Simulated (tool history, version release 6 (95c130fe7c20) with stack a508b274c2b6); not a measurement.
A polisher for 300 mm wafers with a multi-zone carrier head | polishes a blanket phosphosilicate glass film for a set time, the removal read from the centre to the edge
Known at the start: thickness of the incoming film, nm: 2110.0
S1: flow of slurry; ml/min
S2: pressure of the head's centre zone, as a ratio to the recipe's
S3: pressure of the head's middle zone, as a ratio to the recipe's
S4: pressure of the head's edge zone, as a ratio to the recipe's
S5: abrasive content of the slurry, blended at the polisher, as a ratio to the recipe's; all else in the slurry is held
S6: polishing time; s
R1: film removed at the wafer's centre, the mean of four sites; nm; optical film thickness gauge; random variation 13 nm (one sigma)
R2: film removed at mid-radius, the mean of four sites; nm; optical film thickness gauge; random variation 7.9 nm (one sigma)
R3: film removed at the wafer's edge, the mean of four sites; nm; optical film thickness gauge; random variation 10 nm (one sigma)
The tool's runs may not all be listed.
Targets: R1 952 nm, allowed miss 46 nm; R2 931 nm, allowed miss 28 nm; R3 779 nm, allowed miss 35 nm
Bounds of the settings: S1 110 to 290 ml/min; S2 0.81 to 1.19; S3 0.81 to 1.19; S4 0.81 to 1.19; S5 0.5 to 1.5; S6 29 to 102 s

run  hour   S1    S2    S3    S4    S5  S6      R1      R2      R3
  1     0  185     1     1     1     1  65  676.13  681.65  704.62
  2   8.9  200  1.05  1.05  0.99  1.05  65  730.73  734.59  706.09
  3  16.4  210  1.08  1.08     1   1.1  65  796.17  770.96   748.6
  4  19.3  220   1.1  1.11  0.98  1.15  65  809.24  818.97  757.57
  5  22.2  220  1.14  1.11  0.98  1.15  65  848.36   818.4  747.02
  6  26.3  230  1.15  1.13  0.97   1.2  65  883.66  830.96  788.24
  7  29.8  210  1.16  1.15  0.93   1.2  67  901.06   873.1  765.76
  8  30.3  210  1.17  1.16  0.92   1.2  67  912.21  881.61  766.31
     30.8  -- edge zone pressure recalibrated
  9  30.8  210  1.17  1.17  0.91   1.2  67  900.55  890.14   749.7
 10  38.6  215  1.18  1.18  0.91   1.2  67  914.64  896.58  766.75
 11  42.7  215  1.18  1.18   0.9   1.2  67  935.95  907.59  751.12
 12    44  220  1.18  1.18   0.9   1.2  67  952.74  906.37  731.48
 13  50.7  220  1.18  1.18  0.91   1.2  67  924.64  905.78  737.42
 14  57.3  220  1.18  1.18  0.91   1.2  67  930.32  901.49  753.53

Which of these 4 next moves meets every target?
  A  63.9  255  1.15  1.16  0.91   1.1  72   ?   ?   ?
  B  63.9  255  1.18  1.19  0.85  1.15  67   ?   ?   ?
  C  63.9  255  1.15  1.19   0.9   1.1  67   ?   ?   ?
  D  63.9  220  1.14  1.09  1.02   1.5  61   ?   ?   ?

move      R1      R2      R3
   A  949.87  930.37  775.78
   B  928.28  904.94  715.79
   C  884.09  884.57  717.98
   D  901.96  847.99  790.24
A: meets every target
B: brings the result that was furthest off to its target, and leaves another outside
C: further off than the last run
D: further off than the last run
Answer: A
